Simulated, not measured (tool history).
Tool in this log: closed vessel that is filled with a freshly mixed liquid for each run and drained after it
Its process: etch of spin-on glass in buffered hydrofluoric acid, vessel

run,hour,temperature setpoint of the liquid (°C),parts of 40 % ammonium fluoride to one part of 49 % hydrofluoric acid (parts by volume),time in the liquid (s),thickness taken off the spin-on glass on a monitor wafer (Å)
1,0,24,20,100,1194.6
2,2.2,24,25.5,100,1023.6
3,3.4,25.5,25.5,100,1069.6
4,4.5,25.5,25.5,110,1191.5
5,8.3,23.5,25.5,110,1079
6,10,23.5,25.5,100,979.43
7,14.7,27.5,25,100,1222.4
8,23.7,28,25,100,1252.4
9,27.5,28.5,25,100,1313.9

What will run 10 give?
10,33.1,29,25,100,?

thickness taken off the spin-on glass on a monitor wafer (Å): 1331.8
